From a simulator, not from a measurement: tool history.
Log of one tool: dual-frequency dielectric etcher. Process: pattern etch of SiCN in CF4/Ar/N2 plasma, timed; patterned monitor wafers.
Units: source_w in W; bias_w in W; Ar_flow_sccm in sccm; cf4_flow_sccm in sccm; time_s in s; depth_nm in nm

run    day  source_w  bias_w  Ar_flow_sccm  cf4_flow_sccm  time_s  depth_nm
  1  0.000       480      74           100             45    49.5    43.178
  2  0.104       470      74           100             45    49.5    42.771
  3  0.221       470      83           100             45    49.5    44.955
  4  0.458       450      83           100             45    49.5    43.839
  5  0.717       440      83           100             45    49.5    43.281
  6  0.917       440      83           113             45    49.5    42.337
  7  1.046       430      83           113             45    49.5    41.807

The next listed run, before its measurement:
  8  1.204       420      83           113             45    49.5         ?

{"run 8": {"depth_nm": 41.315}}

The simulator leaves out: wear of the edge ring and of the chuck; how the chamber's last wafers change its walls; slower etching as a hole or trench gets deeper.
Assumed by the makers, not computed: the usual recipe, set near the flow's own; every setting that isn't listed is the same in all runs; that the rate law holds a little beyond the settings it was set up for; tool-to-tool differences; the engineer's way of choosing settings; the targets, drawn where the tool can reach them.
